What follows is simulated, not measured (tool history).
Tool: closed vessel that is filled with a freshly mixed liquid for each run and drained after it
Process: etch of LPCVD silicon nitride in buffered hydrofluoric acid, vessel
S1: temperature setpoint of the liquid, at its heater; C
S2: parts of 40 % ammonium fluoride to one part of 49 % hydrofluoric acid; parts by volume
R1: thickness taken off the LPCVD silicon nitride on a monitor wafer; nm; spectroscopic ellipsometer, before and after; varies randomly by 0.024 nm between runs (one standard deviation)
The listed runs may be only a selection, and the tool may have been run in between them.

run 1 day=0.000 | S1=25.0 S2=7.5 time_in_the_liquid_(s)=90 | R1=1.7327
run 2 day=0.117 | S1=25.0 S2=7.5 time_in_the_liquid_(s)=90 | R1=1.7212
run 3 day=0.496 | S1=25.0 S2=7.5 time_in_the_liquid_(s)=90 | R1=1.7528
run 4 day=0.688 | S1=25.0 S2=7.5 time_in_the_liquid_(s)=65 | R1=1.2529
run 5 day=0.746 | S1=26.0 S2=7.0 time_in_the_liquid_(s)=65 | R1=1.4275
run 6 day=0.842 | S1=23.5 S2=7.0 time_in_the_liquid_(s)=65 | R1=1.2459
run 7 day=1.100 | S1=24.5 S2=7.0 time_in_the_liquid_(s)=65 | R1=1.3078
run 8 day=1.262 | S1=25.5 S2=7.0 time_in_the_liquid_(s)=65 | R1=1.3920
run 9 day=1.383 | S1=25.5 S2=7.0 time_in_the_liquid_(s)=65 | R1=1.3815
run 10 day=1.671 | S1=26.5 S2=6.5 time_in_the_liquid_(s)=70 | R1=1.7010
run 11 day=2.017 | S1=27.0 S2=6.5 time_in_the_liquid_(s)=70 | R1=1.7389
run 12 day=2.400 | S1=27.5 S2=6.5 time_in_the_liquid_(s)=70 | R1=1.8148
run 13 day=2.642 | S1=28.0 S2=6.5 time_in_the_liquid_(s)=70 | R1=1.8305

Run 14 has not been measured yet. What should we expect?
run 14 day=2.967 | S1=28.5 S2=6.5 time_in_the_liquid_(s)=70 | R1=?

For run 14 the tool returned R1 1.8975 nm.

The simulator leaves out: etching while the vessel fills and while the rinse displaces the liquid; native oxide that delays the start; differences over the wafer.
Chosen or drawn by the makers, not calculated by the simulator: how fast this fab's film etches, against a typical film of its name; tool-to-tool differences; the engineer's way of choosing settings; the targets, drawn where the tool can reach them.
